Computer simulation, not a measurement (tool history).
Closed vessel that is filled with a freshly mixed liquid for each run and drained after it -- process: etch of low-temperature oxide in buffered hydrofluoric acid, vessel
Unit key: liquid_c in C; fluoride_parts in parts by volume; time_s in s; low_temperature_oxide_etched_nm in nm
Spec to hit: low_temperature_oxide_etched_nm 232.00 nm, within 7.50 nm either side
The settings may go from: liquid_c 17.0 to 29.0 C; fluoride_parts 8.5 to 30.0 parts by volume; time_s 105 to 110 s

run    day  liquid_c  fluoride_parts  time_s  low_temperature_oxide_etched_nm
  1  0.000      21.0            23.5     105                           162.22
  2  0.112      22.0            23.5     105                           175.49
  3  0.217      20.0            23.5     105                           156.75
  4  0.571      17.5            23.5     105                           135.10
  5  0.758      19.5            23.5     105                           151.38
  6  0.808      21.0            23.5     105                           162.73
  7  1.033      22.5            23.5     105                           177.63
  8  1.333      23.5            23.5     105                           190.85
  9  1.542      24.0            23.5     105                           192.08
 10  1.912      24.5            23.5     105                           197.97
 11  2.279      25.0            23.5     105                           204.09
 12  2.492      25.5            23.5     105                           209.09
 13  2.725      26.0            23.5     105                           217.37
 14  2.942      26.5            23.5     105                           221.51

Next run, 4 choices. One meets every target within its allowed miss, the rest don't. Which?
  A  3.158      26.0            23.0     105                                ?
  B  3.158      25.5            22.0     105                                ?
  C  3.158      28.0            27.0     110                                ?
  D  3.158      28.5            23.5     105                                ?

move  low_temperature_oxide_etched_nm
   A                           217.02
   B                           217.76
   C                           226.87
   D                           244.60
A: moves away from the targets compared with the last run
B: moves away from the targets compared with the last run
C: all results in spec
D: pushes the last run's worst result past its target
C is the move that brings every result within its allowed miss.
